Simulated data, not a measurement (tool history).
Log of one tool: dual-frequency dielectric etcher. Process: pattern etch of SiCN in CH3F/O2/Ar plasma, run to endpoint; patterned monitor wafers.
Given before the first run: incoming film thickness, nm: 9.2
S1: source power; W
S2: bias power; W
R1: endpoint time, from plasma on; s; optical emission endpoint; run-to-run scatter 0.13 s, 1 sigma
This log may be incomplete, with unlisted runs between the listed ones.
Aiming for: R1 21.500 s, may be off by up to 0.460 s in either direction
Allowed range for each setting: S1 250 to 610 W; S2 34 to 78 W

Run 1, day 0.000: S1 430 W, S2 56 W. Result: R1 25.402 s.
Run 2, day 0.254: S1 370 W, S2 56 W. Result: R1 27.689 s.
Run 3, day 0.596: S1 370 W, S2 66 W. Result: R1 26.264 s.
Run 4, day 0.700: S1 290 W, S2 66 W. Result: R1 30.896 s.
At day 1.042: wet clean of the chamber.
Run 5, day 1.042: S1 250 W, S2 66 W. Result: R1 35.009 s.
Run 6, day 1.175: S1 250 W, S2 59 W. Result: R1 36.835 s.
Run 7, day 1.438: S1 300 W, S2 59 W. Result: R1 30.626 s.
Run 8, day 1.567: S1 340 W, S2 59 W. Result: R1 28.163 s.
Run 9, day 1.604: S1 340 W, S2 59 W. Result: R1 28.337 s.
Run 10, day 1.971: S1 370 W, S2 59 W. Result: R1 26.408 s.
Run 11, day 2.071: S1 390 W, S2 59 W. Result: R1 25.619 s.
Run 12, day 2.404: S1 390 W, S2 59 W. Result: R1 25.556 s.

Exactly one of the 5 candidate moves below puts every result within its allowed miss. Which one?
Run A, day 2.738: S1 470 W, S2 68 W. Result: R1 ?.
Run B, day 2.738: S1 590 W, S2 55 W. Result: R1 ?.
Run C, day 2.738: S1 370 W, S2 56 W. Result: R1 ?.
Run D, day 2.738: S1 480 W, S2 59 W. Result: R1 ?.
Run E, day 2.738: S1 340 W, S2 57 W. Result: R1 ?.

move      R1
   A  21.850
   B  20.959
   C  27.355
   D  22.844
   E  28.773
A: in spec on every target
B: takes the biggest miss from the last run beyond its target
C: misses by more than the last run did
D: gains on the last run, yet a result remains outside its allowed miss
E: misses by more than the last run did
Answer: A
